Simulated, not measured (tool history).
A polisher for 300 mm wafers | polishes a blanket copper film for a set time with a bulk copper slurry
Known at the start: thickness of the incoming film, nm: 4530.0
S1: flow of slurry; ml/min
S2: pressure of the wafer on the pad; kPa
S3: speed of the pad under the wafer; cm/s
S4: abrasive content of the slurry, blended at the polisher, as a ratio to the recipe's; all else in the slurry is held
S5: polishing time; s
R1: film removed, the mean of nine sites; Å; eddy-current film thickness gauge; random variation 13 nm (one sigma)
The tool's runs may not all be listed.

Run 1, hour 0: S1 170 ml/min, S2 19.3 kPa, S3 140 cm/s, S4 1, S5 117 s. Result: R1 17612 Å.
Run 2, hour 4.2: S1 170 ml/min, S2 16.5 kPa, S3 136 cm/s, S4 1, S5 117 s. Result: R1 14806 Å.
Run 3, hour 6.3: S1 170 ml/min, S2 11.7 kPa, S3 136 cm/s, S4 1, S5 117 s. Result: R1 11869 Å.
Run 4, hour 9.8: S1 170 ml/min, S2 11.7 kPa, S3 136 cm/s, S4 1, S5 122 s. Result: R1 12396 Å.
Run 5, hour 10.7: S1 170 ml/min, S2 13.8 kPa, S3 136 cm/s, S4 1, S5 122 s. Result: R1 13798 Å.
Run 6, hour 12.6: S1 170 ml/min, S2 12.4 kPa, S3 130 cm/s, S4 1, S5 122 s. Result: R1 12588 Å.

Run 7 comes next. What will it give?
Run 7, hour 16.6: S1 170 ml/min, S2 11.7 kPa, S3 124 cm/s, S4 1, S5 122 s. Result: R1 ?.

R1: 11586 Å

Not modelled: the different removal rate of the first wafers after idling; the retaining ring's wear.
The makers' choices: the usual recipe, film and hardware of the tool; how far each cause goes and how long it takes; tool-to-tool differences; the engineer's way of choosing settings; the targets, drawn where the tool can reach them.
